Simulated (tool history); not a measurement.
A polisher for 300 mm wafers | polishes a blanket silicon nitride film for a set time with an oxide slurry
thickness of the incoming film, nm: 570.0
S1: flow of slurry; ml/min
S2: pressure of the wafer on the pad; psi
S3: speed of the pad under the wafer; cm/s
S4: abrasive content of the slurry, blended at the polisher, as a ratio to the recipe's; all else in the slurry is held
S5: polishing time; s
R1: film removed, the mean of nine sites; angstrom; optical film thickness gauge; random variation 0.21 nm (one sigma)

run,hour,S1,S2,S3,S4,S5,R1
1,0.0,225,4.7,132,1.00,28,349.43
2,5.4,225,4.7,132,1.00,26,318.06
3,9.8,225,4.7,146,1.00,26,349.39
4,16.5,185,4.7,146,1.00,26,342.43
5,20.0,185,4.7,146,1.15,26,354.80
6,27.5,185,5.7,146,1.15,26,421.86
7,36.0,185,5.0,142,1.15,26,367.24
8,37.7,185,4.5,138,1.15,26,321.67
9,45.8,180,4.1,138,1.15,26,293.39
10,53.0,180,4.1,138,1.15,26,291.89

The next listed run, before its measurement:
11,57.1,175,3.8,138,1.15,26,?

R1: 274.71 angstrom
